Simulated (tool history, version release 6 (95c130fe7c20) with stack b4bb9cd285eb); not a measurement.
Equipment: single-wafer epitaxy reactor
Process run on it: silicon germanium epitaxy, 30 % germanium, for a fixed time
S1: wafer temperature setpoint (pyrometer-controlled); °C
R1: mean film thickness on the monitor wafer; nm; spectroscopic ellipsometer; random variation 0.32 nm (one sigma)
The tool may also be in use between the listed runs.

{"run": 1, "hour": 0.0, "S1": 600, "chamber pressure (mTorr)": 22300, "R1": 63.458}
{"run": 2, "hour": 0.9, "S1": 600, "chamber pressure (mTorr)": 24700, "R1": 66.837}
{"run": 3, "hour": 8.5, "S1": 599, "chamber pressure (mTorr)": 24700, "R1": 66.217}
{"run": 4, "hour": 13.7, "S1": 598, "chamber pressure (mTorr)": 24700, "R1": 65.319}
{"run": 5, "hour": 22.6, "S1": 597, "chamber pressure (mTorr)": 24700, "R1": 64.618}
{"run": 6, "hour": 30.8, "S1": 596, "chamber pressure (mTorr)": 24700, "R1": 62.956}

Run 7 is up next; what results do you expect?
{"run": 7, "hour": 33.5, "S1": 595, "chamber pressure (mTorr)": 24700, "R1": "?"}

Run 7 yielded R1 61.860 nm.

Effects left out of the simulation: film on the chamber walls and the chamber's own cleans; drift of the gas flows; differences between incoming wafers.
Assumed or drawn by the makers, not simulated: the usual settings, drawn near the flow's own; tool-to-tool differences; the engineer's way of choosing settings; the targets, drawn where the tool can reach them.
